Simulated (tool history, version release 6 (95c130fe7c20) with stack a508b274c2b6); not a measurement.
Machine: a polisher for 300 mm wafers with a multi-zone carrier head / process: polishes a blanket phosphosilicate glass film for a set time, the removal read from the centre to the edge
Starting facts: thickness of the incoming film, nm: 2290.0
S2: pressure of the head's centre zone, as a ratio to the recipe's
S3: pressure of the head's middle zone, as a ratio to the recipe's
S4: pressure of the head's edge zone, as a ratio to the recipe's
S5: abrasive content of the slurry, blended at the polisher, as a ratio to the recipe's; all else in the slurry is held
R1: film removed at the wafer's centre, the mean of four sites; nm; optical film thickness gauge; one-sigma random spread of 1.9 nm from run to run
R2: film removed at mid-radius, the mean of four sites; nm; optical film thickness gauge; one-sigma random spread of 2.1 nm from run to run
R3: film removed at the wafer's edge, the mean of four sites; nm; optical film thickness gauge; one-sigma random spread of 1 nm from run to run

Run 1, hour 0.0: flow of slurry (ml/min) 275, S2 1.00, S3 1.00, S4 1.00, S5 1.00, polishing time (s) 39. Result: R1 185.32 nm, R2 187.02 nm, R3 188.76 nm.
Run 2, hour 8.7: flow of slurry (ml/min) 275, S2 1.00, S3 1.00, S4 1.00, S5 1.00, polishing time (s) 35. Result: R1 167.25 nm, R2 173.74 nm, R3 166.98 nm.
Run 3, hour 11.4: flow of slurry (ml/min) 275, S2 1.00, S3 1.00, S4 0.97, S5 1.00, polishing time (s) 35. Result: R1 169.87 nm, R2 171.97 nm, R3 166.74 nm.
Run 4, hour 13.9: flow of slurry (ml/min) 275, S2 1.00, S3 1.00, S4 0.97, S5 0.85, polishing time (s) 35. Result: R1 149.17 nm, R2 149.68 nm, R3 150.34 nm.
Run 5, hour 18.0: flow of slurry (ml/min) 275, S2 1.00, S3 0.92, S4 0.97, S5 0.85, polishing time (s) 35. Result: R1 149.93 nm, R2 148.44 nm, R3 149.25 nm.
Run 6, hour 20.4: flow of slurry (ml/min) 275, S2 0.99, S3 0.93, S4 0.94, S5 0.85, polishing time (s) 35. Result: R1 151.25 nm, R2 144.15 nm, R3 148.20 nm.
Run 7, hour 21.6: flow of slurry (ml/min) 280, S2 1.00, S3 0.97, S4 0.94, S5 0.85, polishing time (s) 35. Result: R1 152.38 nm, R2 151.71 nm, R3 147.41 nm.
Run 8, hour 27.2: flow of slurry (ml/min) 280, S2 0.99, S3 0.98, S4 0.93, S5 0.85, polishing time (s) 35. Result: R1 149.40 nm, R2 150.52 nm, R3 146.82 nm.

Run 9 has not been measured yet. What should we expect?
Run 9, hour 28.1: flow of slurry (ml/min) 280, S2 0.98, S3 0.99, S4 0.92, S5 0.85, polishing time (s) 35. Result: R1 ?, R2 ?, R3 ?.

Run 9 produced R1 146.60 nm, R2 150.93 nm, R3 146.95 nm.
